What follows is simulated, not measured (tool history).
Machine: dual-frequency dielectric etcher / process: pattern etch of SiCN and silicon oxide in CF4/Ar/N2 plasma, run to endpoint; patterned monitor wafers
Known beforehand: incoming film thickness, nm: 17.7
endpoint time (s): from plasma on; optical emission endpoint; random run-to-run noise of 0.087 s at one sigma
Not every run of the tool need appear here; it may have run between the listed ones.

run	hour	source power (W)	bias power (W)	Ar flow (sccm)	CF4 flow (sccm)	endpoint time (s)
1	0.0	530	57	71	75	20.006
2	6.3	530	57	71	69	20.104
3	13.4	490	57	71	69	21.684
4	14.0	470	57	71	69	22.402
5	15.8	450	57	71	69	23.394
6	16.5	450	62	71	69	22.847
7	25.4	450	62	71	69	22.800
8	26.0	430	62	71	69	23.802

Run 9 comes next. What will it give?
9	34.9	420	62	71	69	?

{"run 9": {"endpoint time (s)": 24.301}}
